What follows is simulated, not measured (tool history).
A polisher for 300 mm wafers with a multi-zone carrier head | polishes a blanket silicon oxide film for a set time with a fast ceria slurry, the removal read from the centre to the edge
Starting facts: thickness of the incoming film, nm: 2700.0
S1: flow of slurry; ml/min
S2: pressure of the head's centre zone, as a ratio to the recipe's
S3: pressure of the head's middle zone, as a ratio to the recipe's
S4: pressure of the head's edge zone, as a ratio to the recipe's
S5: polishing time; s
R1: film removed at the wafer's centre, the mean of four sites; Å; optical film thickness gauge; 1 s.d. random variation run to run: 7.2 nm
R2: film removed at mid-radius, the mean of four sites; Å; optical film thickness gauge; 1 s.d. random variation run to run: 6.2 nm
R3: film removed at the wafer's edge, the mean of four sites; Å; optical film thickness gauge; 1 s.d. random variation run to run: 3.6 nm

run,hour,S1,S2,S3,S4,S5,R1,R2,R3
1,0.0,180,1.00,1.00,1.00,51,7699.9,7677.2,7602.0
2,1.2,180,1.00,1.07,1.00,51,7508.6,7946.1,7606.2
3,6.8,180,1.00,1.07,0.92,51,7550.9,8036.9,7332.4
4,10.3,175,0.98,1.06,0.93,50,7175.0,7889.5,7147.7
5,17.9,175,0.98,1.14,0.93,50,7150.5,8355.3,7171.5
6,24.9,170,0.96,1.12,0.94,49,6803.4,7764.6,7010.5
7,28.2,125,0.86,1.05,0.89,42,4895.5,6063.1,5511.1
8,29.1,125,0.86,1.04,0.90,42,4914.1,6055.4,5519.1

Expected results for the next run?
9,37.3,125,0.86,1.03,0.91,42,?,?,?

{"run 9": {"R1": 4991.8, "R2": 5991.6, "R3": 5652.5}}
